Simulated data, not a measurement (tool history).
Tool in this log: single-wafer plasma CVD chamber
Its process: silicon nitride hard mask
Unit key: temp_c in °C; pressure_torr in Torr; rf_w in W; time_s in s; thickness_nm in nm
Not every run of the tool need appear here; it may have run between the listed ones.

run	hour	temp_c	pressure_torr	rf_w	time_s	thickness_nm
1	0	390	1.45	315	51.3	57.622
2	0.7	390	1.25	315	51.3	55.287
3	3.1	390	1.19	310	51.3	53.852
4	6.1	390	1.14	305	51.3	52.872
5	9.9	386	1.14	305	51.3	52.631
6	17.5	386	1.14	305	48.7	49.938
7	19.8	385	1.12	305	48.7	49.732
8	23.3	384	1.1	305	48.7	49.525

Run 9, settings as shown, results not yet in. Your forecast:
9	32.2	384	1.08	305	48.7	?

thickness_nm: 49.323 nm
